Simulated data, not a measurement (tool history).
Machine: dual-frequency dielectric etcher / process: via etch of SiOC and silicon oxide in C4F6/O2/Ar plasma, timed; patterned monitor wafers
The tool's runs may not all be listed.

run,hour,source power (W),bias power (W),etch time (s),mean etch depth across the wafer (Å)
1,0,380,176,32.5,354.25
2,6,410,176,32.5,367.39
3,10,450,176,32.5,385.35
4,10.6,450,198,32.5,398.31
5,16.4,450,198,30,369.17
6,21.7,410,192,30,351.48
7,28.4,390,188,30,337.5
8,30.5,390,188,30,338.87
9,39.2,370,186,30,329.05
10,40,360,185,30,325.75
11,48.1,310,176,30,292.85
12,56.3,320,177,30,298.66
13,57.9,320,178,30,298.01

Estimate the outcome of run 14 from the log above:
14,64.1,320,179,30,?

{"run 14": {"mean etch depth across the wafer (Å)": 299.74}}
